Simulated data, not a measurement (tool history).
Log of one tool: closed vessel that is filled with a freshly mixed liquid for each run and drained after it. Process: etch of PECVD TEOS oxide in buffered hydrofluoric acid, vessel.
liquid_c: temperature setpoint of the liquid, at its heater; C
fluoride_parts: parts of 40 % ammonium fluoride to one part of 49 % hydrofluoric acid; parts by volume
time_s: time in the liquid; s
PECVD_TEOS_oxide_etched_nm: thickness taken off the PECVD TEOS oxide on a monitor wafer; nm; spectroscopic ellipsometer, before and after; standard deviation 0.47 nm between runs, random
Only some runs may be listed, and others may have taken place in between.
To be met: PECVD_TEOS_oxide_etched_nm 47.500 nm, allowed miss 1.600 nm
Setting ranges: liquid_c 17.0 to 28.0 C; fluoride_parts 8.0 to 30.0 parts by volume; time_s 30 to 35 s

Run 1, hour 0.0: liquid_c 20.0 C, fluoride_parts 21.5 parts by volume, time_s 35 s. Result: PECVD_TEOS_oxide_etched_nm 20.718 nm.
Run 2, hour 1.0: liquid_c 20.0 C, fluoride_parts 19.5 parts by volume, time_s 35 s. Result: PECVD_TEOS_oxide_etched_nm 22.538 nm.
Run 3, hour 5.6: liquid_c 18.5 C, fluoride_parts 19.5 parts by volume, time_s 35 s. Result: PECVD_TEOS_oxide_etched_nm 20.312 nm.
Run 4, hour 11.9: liquid_c 18.5 C, fluoride_parts 19.5 parts by volume, time_s 30 s. Result: PECVD_TEOS_oxide_etched_nm 17.620 nm.
Run 5, hour 13.4: liquid_c 18.5 C, fluoride_parts 14.0 parts by volume, time_s 30 s. Result: PECVD_TEOS_oxide_etched_nm 24.626 nm.
Run 6, hour 18.0: liquid_c 18.5 C, fluoride_parts 14.0 parts by volume, time_s 30 s. Result: PECVD_TEOS_oxide_etched_nm 24.379 nm.
Run 7, hour 21.0: liquid_c 20.5 C, fluoride_parts 14.0 parts by volume, time_s 30 s. Result: PECVD_TEOS_oxide_etched_nm 27.052 nm.
Run 8, hour 22.3: liquid_c 22.0 C, fluoride_parts 13.5 parts by volume, time_s 30 s. Result: PECVD_TEOS_oxide_etched_nm 31.091 nm.
At hour 30.8: thermometer replaced.
Run 9, hour 30.8: liquid_c 22.0 C, fluoride_parts 13.5 parts by volume, time_s 30 s. Result: PECVD_TEOS_oxide_etched_nm 35.925 nm.
Run 10, hour 35.9: liquid_c 22.5 C, fluoride_parts 13.5 parts by volume, time_s 30 s. Result: PECVD_TEOS_oxide_etched_nm 35.586 nm.
Run 11, hour 40.0: liquid_c 23.0 C, fluoride_parts 13.5 parts by volume, time_s 30 s. Result: PECVD_TEOS_oxide_etched_nm 36.444 nm.
Run 12, hour 41.4: liquid_c 23.5 C, fluoride_parts 13.5 parts by volume, time_s 30 s. Result: PECVD_TEOS_oxide_etched_nm 38.870 nm.
Run 13, hour 47.1: liquid_c 23.5 C, fluoride_parts 13.5 parts by volume, time_s 30 s. Result: PECVD_TEOS_oxide_etched_nm 37.990 nm.
Run 14, hour 52.7: liquid_c 24.0 C, fluoride_parts 13.5 parts by volume, time_s 30 s. Result: PECVD_TEOS_oxide_etched_nm 39.291 nm.
Run 15, hour 58.4: liquid_c 24.5 C, fluoride_parts 13.5 parts by volume, time_s 30 s. Result: PECVD_TEOS_oxide_etched_nm 39.986 nm.
Run 16, hour 63.8: liquid_c 28.0 C, fluoride_parts 13.0 parts by volume, time_s 30 s. Result: PECVD_TEOS_oxide_etched_nm 49.632 nm.
Run 17, hour 67.6: liquid_c 27.5 C, fluoride_parts 13.0 parts by volume, time_s 30 s. Result: PECVD_TEOS_oxide_etched_nm 49.333 nm.

Of the 5 settings listed for the next run, only one would bring every result within its allowed miss of target. Which one?
Run A, hour 71.4: liquid_c 25.0 C, fluoride_parts 13.0 parts by volume, time_s 35 s. Result: PECVD_TEOS_oxide_etched_nm ?.
Run B, hour 71.4: liquid_c 28.0 C, fluoride_parts 14.0 parts by volume, time_s 30 s. Result: PECVD_TEOS_oxide_etched_nm ?.
Run C, hour 71.4: liquid_c 27.5 C, fluoride_parts 12.0 parts by volume, time_s 30 s. Result: PECVD_TEOS_oxide_etched_nm ?.
Run D, hour 71.4: liquid_c 27.0 C, fluoride_parts 11.5 parts by volume, time_s 30 s. Result: PECVD_TEOS_oxide_etched_nm ?.
Run E, hour 71.4: liquid_c 24.5 C, fluoride_parts 10.5 parts by volume, time_s 30 s. Result: PECVD_TEOS_oxide_etched_nm ?.

move  PECVD_TEOS_oxide_etched_nm
   A                      49.811
   B                      46.649
   C                      52.815
   D                      53.604
   E                      51.186
A: further off than the last run
B: hits every target within its allowed miss
C: further off than the last run
D: further off than the last run
E: further off than the last run
Move B is the one to make.
